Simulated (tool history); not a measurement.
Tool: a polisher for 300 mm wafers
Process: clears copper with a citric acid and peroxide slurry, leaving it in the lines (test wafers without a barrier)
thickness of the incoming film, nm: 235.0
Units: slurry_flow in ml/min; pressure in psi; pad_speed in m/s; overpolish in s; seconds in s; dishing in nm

run	day	slurry_flow	pressure	pad_speed	slurry_solids	overpolish	seconds	dishing
1	0	180	2.8	0.82	1	13	100.19	23.363
2	0.217	180	2.8	0.82	0.85	13	103.53	22.628
3	0.517	175	2.7	0.82	0.85	14	108.49	23.588
4	0.779	175	2.2	0.82	0.85	14	132.08	19.425
5	1.012	170	2.2	0.82	0.85	15	130.62	21.282
6	1.304	170	2.2	0.82	1	15	128.52	21.195
7	1.354	165	2.2	0.82	1	16	131.86	22.768
# day 1.421: head pressure recalibrated
8	1.421	130	2.2	0.82	1	20	150.22	24.396
9	1.588	135	2.2	0.82	1	20	146.68	25.276
10	1.779	140	2.2	0.82	1	20	145.94	24.83

Forecast run 11:
11	1.842	145	2.2	0.82	1	20	?	?

Run 11 gave seconds 145.67 s, dishing 24.692 nm.
